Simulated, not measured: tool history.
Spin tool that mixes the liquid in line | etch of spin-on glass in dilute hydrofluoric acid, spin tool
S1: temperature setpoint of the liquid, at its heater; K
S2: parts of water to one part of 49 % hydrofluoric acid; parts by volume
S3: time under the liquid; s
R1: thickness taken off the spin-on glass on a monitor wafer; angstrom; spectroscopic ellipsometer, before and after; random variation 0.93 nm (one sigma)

run,day,S1,S2,S3,R1
1,0.000,299.15,60,50,431.76
2,0.133,297.65,60,50,401.87
3,0.233,297.65,60,50,400.26
4,0.433,299.15,55,50,467.35
5,0.521,299.15,55,50,467.82
6,0.858,300.65,50,50,549.54
7,0.983,301.65,45,50,643.28

Forecast run 8:
8,1.175,305.65,25,50,?

R1: 1401.70 angstrom
